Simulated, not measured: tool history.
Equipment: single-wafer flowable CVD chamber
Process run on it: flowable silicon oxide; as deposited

| run | hour | heater temperature setpoint (°C) | chamber pressure (mTorr) | RF power (kW) | deposition time (s) | mean film thickness on the monitor wafer (nm) |
|---|---|---|---|---|---|---|
| 1 | 0.0 | 90 | 951 | 2.290 | 434 | 472.68 |
| 2 | 2.6 | 93 | 950 | 2.290 | 434 | 421.11 |
| 3 | 9.7 | 93 | 950 | 2.130 | 434 | 417.22 |
| 4 | 13.2 | 95 | 949 | 2.130 | 434 | 384.30 |
| 5 | 15.7 | 95 | 949 | 1.960 | 434 | 379.97 |
| 6 | 21.7 | 97 | 948 | 1.960 | 434 | 350.76 |
| 7 | 26.6 | 98 | 948 | 1.960 | 434 | 340.90 |
| 8 | 29.2 | 98 | 948 | 1.960 | 434 | 339.94 |

Run 9 comes next. What will it give?
| 9 | 32.0 | 110 | 944 | 1.960 | 434 | ? |

Run 9 produced mean film thickness on the monitor wafer (nm) 214.48.
